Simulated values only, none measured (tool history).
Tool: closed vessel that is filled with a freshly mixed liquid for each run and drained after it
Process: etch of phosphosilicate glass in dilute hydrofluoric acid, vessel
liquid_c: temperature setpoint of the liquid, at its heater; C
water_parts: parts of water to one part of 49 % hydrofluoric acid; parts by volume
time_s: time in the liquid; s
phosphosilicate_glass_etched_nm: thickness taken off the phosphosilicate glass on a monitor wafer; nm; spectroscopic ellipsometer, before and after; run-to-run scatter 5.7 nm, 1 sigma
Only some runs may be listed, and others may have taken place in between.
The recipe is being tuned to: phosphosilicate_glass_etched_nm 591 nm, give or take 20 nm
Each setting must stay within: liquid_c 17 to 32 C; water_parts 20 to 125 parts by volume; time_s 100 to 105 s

run,hour,liquid_c,water_parts,time_s,phosphosilicate_glass_etched_nm
1,0,24,70,100,264.22
2,0.7,26,70,100,290.33
3,2.9,26,50,100,412.38
4,7.1,27,50,100,433.79
5,15.9,28,50,100,450.91
6,16.9,28.5,50,100,462.67
7,21.1,29,50,100,462.33
8,28.6,29,50,100,461.02
9,33.7,29.5,50,100,474.34
10,42.2,30,50,100,478.12
11,44.2,30,50,100,477.65

Next run, 5 choices. One meets every target within its allowed miss, the rest don't. Which?
A,46.2,28,40,105,?
B,46.2,29,65,100,?
C,46.2,32,50,105,?
D,46.2,28.5,60,105,?
E,46.2,30.5,60,100,?

move,phosphosilicate_glass_etched_nm
A,601.86
B,353.71
C,555.08
D,397.43
E,409.24
A: hits every target within its allowed miss
B: misses by more than the last run did
C: better than the last run, though not everything is in spec
D: misses by more than the last run did
E: misses by more than the last run did
So the answer is move A, the one that meets all the targets.
